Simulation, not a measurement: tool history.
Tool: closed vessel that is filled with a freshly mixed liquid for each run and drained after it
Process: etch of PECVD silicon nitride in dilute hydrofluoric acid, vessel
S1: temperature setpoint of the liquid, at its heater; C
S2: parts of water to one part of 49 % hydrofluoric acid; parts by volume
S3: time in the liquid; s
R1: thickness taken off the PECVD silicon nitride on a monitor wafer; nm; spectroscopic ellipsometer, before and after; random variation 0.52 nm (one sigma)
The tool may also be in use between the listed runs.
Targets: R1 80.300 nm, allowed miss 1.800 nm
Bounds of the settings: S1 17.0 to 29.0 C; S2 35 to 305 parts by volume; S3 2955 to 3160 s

run,hour,S1,S2,S3,R1
1,0.0,21.0,170,2955,57.617
2,0.7,21.0,170,2955,58.196
3,6.1,21.5,170,2955,60.032
4,11.6,21.5,170,2955,60.572
5,15.7,19.5,170,2955,52.864
6,18.1,20.0,170,2955,54.274
7,19.5,20.5,170,2955,56.917
8,28.5,21.0,170,2955,58.174
9,34.1,21.5,170,2955,60.363
10,39.3,22.0,170,2955,61.914
11,42.0,22.5,170,2955,64.263
12,50.9,23.0,170,2955,65.567
13,59.2,23.5,170,2955,68.587
14,61.5,25.0,170,2955,75.906
15,66.5,25.5,170,2955,77.884

Which of these 5 next moves meets every target?
A,71.5,27.0,205,3100,?
B,71.5,25.0,180,3050,?
C,71.5,25.5,180,2995,?
D,71.5,26.5,195,3110,?
E,71.5,24.0,160,3130,?

move,R1
A,74.435
B,73.635
C,74.622
D,76.135
E,79.689
A: further off than the last run
B: further off than the last run
C: further off than the last run
D: further off than the last run
E: meets every target
Move E is the one to make.
